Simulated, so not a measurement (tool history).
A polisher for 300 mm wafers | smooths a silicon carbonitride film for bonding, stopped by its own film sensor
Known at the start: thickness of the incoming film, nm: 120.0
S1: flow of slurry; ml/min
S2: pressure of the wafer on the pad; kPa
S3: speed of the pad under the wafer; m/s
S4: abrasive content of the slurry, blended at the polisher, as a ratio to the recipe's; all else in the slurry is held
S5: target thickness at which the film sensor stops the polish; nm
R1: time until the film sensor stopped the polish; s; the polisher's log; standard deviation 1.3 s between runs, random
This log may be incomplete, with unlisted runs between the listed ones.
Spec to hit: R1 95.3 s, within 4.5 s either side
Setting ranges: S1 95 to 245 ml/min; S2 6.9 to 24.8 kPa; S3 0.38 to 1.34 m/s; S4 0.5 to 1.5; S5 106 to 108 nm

run 1 day=0 | S1=155 S2=15.9 S3=0.86 S4=1 S5=106 | R1=49.079
run 2 day=0.367 | S1=155 S2=13.8 S3=0.84 S4=1 S5=106 | R1=58.016
run 3 day=0.725 | S1=185 S2=13.8 S3=0.84 S4=1 S5=106 | R1=54.616
run 4 day=1.042 | S1=175 S2=11.7 S3=0.82 S4=1 S5=106 | R1=65.338
run 5 day=1.167 | S1=210 S2=11.7 S3=0.82 S4=1 S5=106 | R1=63.532
run 6 day=1.408 | S1=210 S2=10.3 S3=0.8 S4=1 S5=106 | R1=73.782
run 7 day=1.688 | S1=210 S2=9.7 S3=0.8 S4=1 S5=106 | R1=76.959
run 8 day=1.888 | S1=210 S2=9 S3=0.8 S4=1 S5=106 | R1=85.403
run 9 day=2.088 | S1=205 S2=9 S3=0.8 S4=1 S5=106 | R1=85.752
run 10 day=2.304 | S1=205 S2=9 S3=0.8 S4=1 S5=106 | R1=85.096
run 11 day=2.629 | S1=200 S2=9 S3=0.8 S4=1 S5=106 | R1=84.09

Exactly one of the 5 candidate moves below puts every result within its allowed miss. Which one?
run A day=2.954 | S1=205 S2=7.6 S3=0.88 S4=1.1 S5=106 | R1=?
run B day=2.954 | S1=190 S2=9.7 S3=0.68 S4=0.95 S5=106 | R1=?
run C day=2.954 | S1=235 S2=10.3 S3=0.52 S4=0.85 S5=107 | R1=?
run D day=2.954 | S1=140 S2=13.1 S3=0.52 S4=0.7 S5=106 | R1=?
run E day=2.954 | S1=230 S2=8.3 S3=0.94 S4=1.05 S5=107 | R1=?

move=A R1=86.15
move=B R1=92.401
move=C R1=103.76
move=D R1=111.14
move=E R1=70.608
A: better than the last run, though not everything is in spec
B: every result within its allowed miss
C: takes the result that was furthest off past its target
D: takes the result that was furthest off past its target
E: moves away from the targets compared with the last run
Answer: B

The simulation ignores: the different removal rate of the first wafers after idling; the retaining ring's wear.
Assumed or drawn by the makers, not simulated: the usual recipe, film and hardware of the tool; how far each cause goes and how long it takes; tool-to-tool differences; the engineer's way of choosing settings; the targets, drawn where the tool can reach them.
